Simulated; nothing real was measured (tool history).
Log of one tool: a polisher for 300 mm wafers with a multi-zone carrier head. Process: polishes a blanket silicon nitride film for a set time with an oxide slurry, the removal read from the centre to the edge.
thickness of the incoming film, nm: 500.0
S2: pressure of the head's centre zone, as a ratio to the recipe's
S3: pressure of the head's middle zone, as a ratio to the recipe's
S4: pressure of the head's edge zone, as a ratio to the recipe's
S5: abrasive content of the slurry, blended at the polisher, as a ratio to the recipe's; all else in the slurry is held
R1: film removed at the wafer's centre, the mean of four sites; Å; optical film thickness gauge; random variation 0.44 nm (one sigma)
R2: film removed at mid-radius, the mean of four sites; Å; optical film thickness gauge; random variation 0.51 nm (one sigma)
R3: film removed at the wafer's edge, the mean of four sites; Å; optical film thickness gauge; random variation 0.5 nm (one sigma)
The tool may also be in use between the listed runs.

Run 1, hour 0.0: flow of slurry (ml/min) 260, S2 1.00, S3 1.00, S4 1.00, S5 1.00, polishing time (s) 67. Result: R1 682.58 Å, R2 676.38 Å, R3 682.76 Å.
Run 2, hour 7.2: flow of slurry (ml/min) 260, S2 0.99, S3 0.98, S4 0.98, S5 0.90, polishing time (s) 66. Result: R1 623.69 Å, R2 624.20 Å, R3 606.54 Å.
Run 3, hour 13.1: flow of slurry (ml/min) 215, S2 0.99, S3 0.98, S4 0.98, S5 0.90, polishing time (s) 66. Result: R1 609.01 Å, R2 600.00 Å, R3 615.89 Å.
Run 4, hour 15.9: flow of slurry (ml/min) 215, S2 1.04, S3 0.98, S4 0.98, S5 0.90, polishing time (s) 66. Result: R1 641.62 Å, R2 620.32 Å, R3 620.52 Å.
Run 5, hour 19.4: flow of slurry (ml/min) 215, S2 1.01, S3 0.95, S4 0.96, S5 0.85, polishing time (s) 66. Result: R1 606.79 Å, R2 575.86 Å, R3 587.46 Å.
Run 6, hour 28.4: flow of slurry (ml/min) 215, S2 0.98, S3 0.93, S4 0.94, S5 0.80, polishing time (s) 66. Result: R1 574.66 Å, R2 545.33 Å, R3 560.96 Å.
Run 7, hour 33.0: flow of slurry (ml/min) 215, S2 0.96, S3 0.92, S4 0.93, S5 0.75, polishing time (s) 66. Result: R1 533.94 Å, R2 507.31 Å, R3 521.75 Å.
Run 8, hour 37.7: flow of slurry (ml/min) 200, S2 0.86, S3 0.83, S4 0.85, S5 0.75, polishing time (s) 66. Result: R1 480.91 Å, R2 465.28 Å, R3 498.51 Å.
Run 9, hour 38.4: flow of slurry (ml/min) 195, S2 0.85, S3 0.82, S4 0.81, S5 0.60, polishing time (s) 66. Result: R1 380.35 Å, R2 374.17 Å, R3 407.37 Å.
Run 10, hour 46.4: flow of slurry (ml/min) 210, S2 0.86, S3 0.83, S4 0.83, S5 0.60, polishing time (s) 66. Result: R1 387.67 Å, R2 372.85 Å, R3 412.87 Å.
Run 11, hour 52.9: flow of slurry (ml/min) 205, S2 0.88, S3 0.85, S4 0.85, S5 0.60, polishing time (s) 66. Result: R1 405.67 Å, R2 389.80 Å, R3 404.23 Å.
Run 12, hour 54.6: flow of slurry (ml/min) 205, S2 0.87, S3 0.85, S4 0.87, S5 0.60, polishing time (s) 66. Result: R1 387.84 Å, R2 379.69 Å, R3 411.28 Å.
At hour 62.9: edge zone pressure recalibrated.
Run 13, hour 62.9: flow of slurry (ml/min) 205, S2 0.88, S3 0.86, S4 0.88, S5 0.60, polishing time (s) 66. Result: R1 401.70 Å, R2 394.30 Å, R3 404.79 Å.
Run 14, hour 69.0: flow of slurry (ml/min) 210, S2 0.89, S3 0.87, S4 0.87, S5 0.60, polishing time (s) 66. Result: R1 400.74 Å, R2 387.23 Å, R3 404.82 Å.
Run 15, hour 77.8: flow of slurry (ml/min) 235, S2 0.94, S3 0.93, S4 0.97, S5 0.75, polishing time (s) 66. Result: R1 525.28 Å, R2 510.99 Å, R3 507.26 Å.
Run 16, hour 82.3: flow of slurry (ml/min) 230, S2 0.92, S3 0.91, S4 0.96, S5 0.75, polishing time (s) 66. Result: R1 514.89 Å, R2 510.79 Å, R3 525.57 Å.
Run 17, hour 90.7: flow of slurry (ml/min) 225, S2 0.92, S3 0.90, S4 0.94, S5 0.75, polishing time (s) 66. Result: R1 507.28 Å, R2 509.20 Å, R3 509.14 Å.
Run 18, hour 95.4: flow of slurry (ml/min) 210, S2 0.89, S3 0.81, S4 0.94, S5 0.55, polishing time (s) 65. Result: R1 360.06 Å, R2 336.57 Å, R3 367.32 Å.
Run 19, hour 99.6: flow of slurry (ml/min) 210, S2 0.89, S3 0.82, S4 0.93, S5 0.60, polishing time (s) 65. Result: R1 395.51 Å, R2 372.62 Å, R3 404.27 Å.

Forecast run 20:
Run 20, hour 101.6: flow of slurry (ml/min) 210, S2 0.89, S3 0.83, S4 0.93, S5 0.60, polishing time (s) 65. Result: R1 ?, R2 ?, R3 ?.

R1: 398.82 Å
R2: 375.27 Å
R3: 400.05 Å
